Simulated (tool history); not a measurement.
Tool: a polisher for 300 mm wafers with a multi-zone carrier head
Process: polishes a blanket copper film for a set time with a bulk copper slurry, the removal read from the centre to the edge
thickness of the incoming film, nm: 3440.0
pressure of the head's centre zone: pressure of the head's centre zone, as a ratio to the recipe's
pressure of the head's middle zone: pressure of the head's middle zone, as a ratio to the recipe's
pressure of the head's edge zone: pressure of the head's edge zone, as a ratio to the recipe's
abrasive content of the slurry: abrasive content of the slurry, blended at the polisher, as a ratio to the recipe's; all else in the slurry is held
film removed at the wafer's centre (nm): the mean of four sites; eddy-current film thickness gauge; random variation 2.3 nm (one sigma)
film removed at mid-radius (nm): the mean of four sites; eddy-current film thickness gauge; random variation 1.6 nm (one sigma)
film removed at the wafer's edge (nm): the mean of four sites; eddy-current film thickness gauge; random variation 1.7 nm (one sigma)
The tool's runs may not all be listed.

run  hour  flow of slurry (ml/min)  pressure of the head's centre zone  pressure of the head's middle zone  pressure of the head's edge zone  abrasive content of the slurry  polishing time (s)  film removed at the wafer's centre (nm)  film removed at mid-radius (nm)  film removed at the wafer's edge (nm)
  1   0.0                      275                                1.00                                1.00                              1.00                            1.00                  57                                   231.09                           239.84                                 245.24
  2   3.8                      275                                1.00                                1.00                              1.00                            1.00                  47                                   200.09                           196.99                                 201.31
  3   8.0                      280                                1.02                                1.02                              0.96                            0.85                  44                                   182.20                           179.79                                 176.08
  4  10.8                      280                                1.05                                1.02                              0.92                            0.75                  43                                   175.55                           167.76                                 162.91
  5  14.5                      280                                1.07                                1.03                              0.88                            0.70                  43                                   174.87                           168.05                                 159.55
  6  17.5                      280                                1.07                                1.03                              0.92                            0.70                  43                                   176.07                           168.71                                 161.18

The next listed run, before its measurement:
  7  23.7                      280                                1.09                                1.04                              0.89                            0.65                  43                                        ?                                ?                                      ?

{"run 7": {"film removed at the wafer's centre (nm)": 172.86, "film removed at mid-radius (nm)": 163.12, "film removed at the wafer's edge (nm)": 152.29}}
